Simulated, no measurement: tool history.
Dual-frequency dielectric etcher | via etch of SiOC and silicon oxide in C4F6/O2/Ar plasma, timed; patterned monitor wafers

| run | hour | source power (W) | bias power (W) | etch time (s) | mean etch depth across the wafer (nm) |
|---|---|---|---|---|---|
| 1 | 0 | 400 | 201 | 50 | 59.859 |
| 2 | 1.5 | 400 | 235 | 50 | 62.192 |
| 3 | 5.8 | 420 | 237 | 50 | 63.314 |
| 4 | 11.8 | 420 | 237 | 50 | 63.537 |
| 5 | 12.6 | 430 | 238 | 50 | 64.387 |
| 6 | 20.1 | 430 | 205 | 50 | 61.468 |
| 7 | 28.3 | 450 | 207 | 50 | 63.059 |

Forecast run 8:
| 8 | 34.7 | 460 | 208 | 50 | ? |

{"run 8": {"mean etch depth across the wafer (nm)": 63.117}}
